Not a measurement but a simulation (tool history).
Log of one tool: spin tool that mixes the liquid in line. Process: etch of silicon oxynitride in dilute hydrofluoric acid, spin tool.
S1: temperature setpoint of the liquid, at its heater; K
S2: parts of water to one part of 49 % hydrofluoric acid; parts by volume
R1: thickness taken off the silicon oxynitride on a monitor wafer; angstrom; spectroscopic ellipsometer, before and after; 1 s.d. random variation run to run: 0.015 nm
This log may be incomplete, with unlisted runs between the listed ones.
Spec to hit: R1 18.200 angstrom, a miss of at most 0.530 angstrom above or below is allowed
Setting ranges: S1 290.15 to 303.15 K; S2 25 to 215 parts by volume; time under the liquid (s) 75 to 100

{"run": 1, "hour": 0.0, "S1": 295.15, "S2": 120, "time under the liquid (s)": 100, "R1": 20.695}
{"run": 2, "hour": 0.9, "S1": 294.65, "S2": 120, "time under the liquid (s)": 100, "R1": 20.439}
{"run": 3, "hour": 8.2, "S1": 293.15, "S2": 120, "time under the liquid (s)": 100, "R1": 18.763}
{"run": 4, "hour": 11.2, "S1": 290.15, "S2": 120, "time under the liquid (s)": 100, "R1": 16.377}
{"run": 5, "hour": 12.5, "S1": 290.15, "S2": 120, "time under the liquid (s)": 100, "R1": 16.251}
{"run": 6, "hour": 19.0, "S1": 290.15, "S2": 120, "time under the liquid (s)": 100, "R1": 16.094}
{"run": 7, "hour": 25.6, "S1": 290.65, "S2": 120, "time under the liquid (s)": 100, "R1": 16.778}
{"run": 8, "hour": 27.5, "S1": 291.15, "S2": 120, "time under the liquid (s)": 100, "R1": 16.882}
{"run": 9, "hour": 33.1, "S1": 291.65, "S2": 120, "time under the liquid (s)": 100, "R1": 17.478}

4 candidate next runs follow, results not yet known. Just one meets every target within its allowed miss. Identify it.
{"run": "A", "hour": 38.7, "S1": 292.15, "S2": 125, "time under the liquid (s)": 100, "R1": "?"}
{"run": "B", "hour": 38.7, "S1": 290.65, "S2": 105, "time under the liquid (s)": 95, "R1": "?"}
{"run": "C", "hour": 38.7, "S1": 292.15, "S2": 95, "time under the liquid (s)": 75, "R1": "?"}
{"run": "D", "hour": 38.7, "S1": 290.15, "S2": 90, "time under the liquid (s)": 75, "R1": "?"}

move=A R1=17.293
move=B R1=18.408
move=C R1=17.422
move=D R1=16.698
A: moves away from the targets compared with the last run
B: in spec on every target
C: moves away from the targets compared with the last run
D: moves away from the targets compared with the last run
Move B is the one to make.
